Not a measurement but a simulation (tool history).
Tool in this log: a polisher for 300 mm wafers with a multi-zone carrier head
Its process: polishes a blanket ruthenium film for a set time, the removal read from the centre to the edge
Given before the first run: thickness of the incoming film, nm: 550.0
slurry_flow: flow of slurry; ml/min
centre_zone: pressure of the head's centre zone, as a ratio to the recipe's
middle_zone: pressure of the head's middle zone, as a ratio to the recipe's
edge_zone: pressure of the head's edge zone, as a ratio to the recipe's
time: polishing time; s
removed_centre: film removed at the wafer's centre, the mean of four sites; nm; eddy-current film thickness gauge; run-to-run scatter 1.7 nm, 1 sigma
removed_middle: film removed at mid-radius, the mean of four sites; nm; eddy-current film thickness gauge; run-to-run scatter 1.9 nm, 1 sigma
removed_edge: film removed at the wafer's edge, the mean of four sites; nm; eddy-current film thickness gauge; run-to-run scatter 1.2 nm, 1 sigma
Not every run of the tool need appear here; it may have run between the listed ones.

| run | hour | slurry_flow | centre_zone | middle_zone | edge_zone | time | removed_centre | removed_middle | removed_edge |
|---|---|---|---|---|---|---|---|---|---|
| 1 | 0.0 | 245 | 1.00 | 1.00 | 1.00 | 75 | 102.79 | 110.46 | 112.54 |
| 2 | 7.4 | 245 | 1.07 | 1.00 | 1.00 | 75 | 109.00 | 114.05 | 113.36 |
| 3 | 7.9 | 255 | 1.09 | 0.99 | 1.00 | 79 | 118.41 | 120.15 | 119.35 |
| 4 | 9.7 | 265 | 1.10 | 0.99 | 1.01 | 82 | 124.51 | 124.15 | 125.13 |
| 5 | 12.4 | 215 | 1.10 | 0.99 | 1.01 | 82 | 121.62 | 121.35 | 122.96 |
| 6 | 15.9 | 215 | 1.10 | 0.99 | 0.94 | 82 | 121.26 | 120.23 | 119.53 |
| 7 | 16.6 | 225 | 1.11 | 0.99 | 0.96 | 85 | 129.85 | 125.91 | 124.54 |
| 8 | 24.8 | 230 | 1.12 | 0.99 | 0.98 | 88 | 131.71 | 128.57 | 131.16 |
| 9 | 26.7 | 240 | 1.13 | 0.99 | 0.97 | 91 | 140.68 | 135.72 | 135.59 |
|  | 35.4 | centre zone pressure recalibrated |
| 10 | 35.4 | 250 | 1.14 | 0.99 | 0.98 | 93 | 160.16 | 137.69 | 140.25 |
| 11 | 36.5 | 250 | 1.13 | 1.01 | 1.00 | 95 | 163.72 | 143.00 | 142.70 |
| 12 | 41.8 | 245 | 1.09 | 1.02 | 1.01 | 98 | 162.31 | 148.50 | 148.21 |
| 13 | 44.2 | 245 | 1.08 | 1.03 | 1.03 | 100 | 161.23 | 156.45 | 154.12 |
| 14 | 47.1 | 255 | 1.08 | 1.03 | 1.05 | 101 | 162.92 | 156.07 | 157.14 |

Run 15 is up next; what results do you expect?
| 15 | 51.7 | 265 | 1.09 | 1.04 | 1.07 | 102 | ? | ? | ? |

{"run 15": {"removed_centre": 172.26, "removed_middle": 159.4, "removed_edge": 160.49}}
